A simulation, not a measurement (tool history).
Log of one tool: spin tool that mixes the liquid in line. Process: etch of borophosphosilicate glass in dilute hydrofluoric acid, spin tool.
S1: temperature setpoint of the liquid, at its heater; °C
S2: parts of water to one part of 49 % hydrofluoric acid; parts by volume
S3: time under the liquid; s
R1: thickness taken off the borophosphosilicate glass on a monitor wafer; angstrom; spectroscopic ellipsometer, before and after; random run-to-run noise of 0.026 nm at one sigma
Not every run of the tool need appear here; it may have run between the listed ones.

run	hour	S1	S2	S3	R1
1	0	25	170	15	51.953
2	8.1	25	170	15	51.707
3	10	25	170	15	52.11
4	19.1	25	230	15	35.532
5	24.6	24.5	230	15	35.444
6	25.2	28	230	15	39.92
7	31	27	230	15	38.837
8	38	26	230	15	37.86
9	46.3	25	230	15	35.847
10	54.4	24.5	230	15	35.419

Predict the results of run 11:
11	55	24	230	15	?

{"run 11": {"R1": 34.724}}
